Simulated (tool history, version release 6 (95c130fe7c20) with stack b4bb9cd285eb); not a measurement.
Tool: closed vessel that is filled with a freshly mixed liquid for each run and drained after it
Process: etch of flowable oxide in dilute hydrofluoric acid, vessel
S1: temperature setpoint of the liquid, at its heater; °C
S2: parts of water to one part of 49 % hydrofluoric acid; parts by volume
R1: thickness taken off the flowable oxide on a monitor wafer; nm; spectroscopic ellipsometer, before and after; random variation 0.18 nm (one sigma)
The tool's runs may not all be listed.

Run 1, hour 0.0: S1 22.0 °C, S2 65 parts by volume, time in the liquid (s) 30. Result: R1 9.0738 nm.
Run 2, hour 2.9: S1 23.5 °C, S2 60 parts by volume, time in the liquid (s) 30. Result: R1 10.5880 nm.
Run 3, hour 3.6: S1 26.0 °C, S2 60 parts by volume, time in the liquid (s) 30. Result: R1 11.7490 nm.
Run 4, hour 12.5: S1 26.0 °C, S2 60 parts by volume, time in the liquid (s) 30. Result: R1 11.8500 nm.
Run 5, hour 20.6: S1 26.5 °C, S2 55 parts by volume, time in the liquid (s) 30. Result: R1 13.0730 nm.
Run 6, hour 25.0: S1 26.5 °C, S2 55 parts by volume, time in the liquid (s) 30. Result: R1 13.0990 nm.
Run 7, hour 32.8: S1 30.0 °C, S2 40 parts by volume, time in the liquid (s) 30. Result: R1 20.6970 nm.

Run 8 comes next. What will it give?
Run 8, hour 40.8: S1 27.5 °C, S2 40 parts by volume, time in the liquid (s) 30. Result: R1 ?.

{"run 8": {"R1": 19.093}}
